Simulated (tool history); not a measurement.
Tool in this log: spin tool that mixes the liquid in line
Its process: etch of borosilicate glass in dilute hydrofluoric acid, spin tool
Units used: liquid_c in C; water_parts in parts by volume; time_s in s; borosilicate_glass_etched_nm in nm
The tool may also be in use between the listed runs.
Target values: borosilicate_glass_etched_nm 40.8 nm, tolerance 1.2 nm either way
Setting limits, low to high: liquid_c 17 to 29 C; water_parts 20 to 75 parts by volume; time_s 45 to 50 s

run,day,liquid_c,water_parts,time_s,borosilicate_glass_etched_nm
1,0,21,45,45,30.064
2,0.3,18.5,45,45,26.985
3,0.554,20.5,45,45,29.4
4,0.633,22.5,45,45,32.017
5,0.858,22.5,45,45,32.106
6,0.904,22.5,45,50,35.791
7,1.054,22.5,45,50,35.72
8,1.388,22.5,45,50,35.645
9,1.671,23.5,45,50,37.15
10,1.842,24,45,50,37.921
11,2.05,24.5,45,50,38.673

Of the 4 settings listed for the next run, only one would bring every result within its allowed miss of target. Which one?
A,2.258,23.5,40,45,?
B,2.258,24,45,45,?
C,2.258,27.5,50,50,?
D,2.258,25.5,40,45,?

move,borosilicate_glass_etched_nm
A,37.71
B,33.996
C,38.925
D,40.959
A: lands further from the targets than the last run did
B: lands further from the targets than the last run did
C: closer than the last run, but not yet in spec
D: every result within its allowed miss
The right move is D.
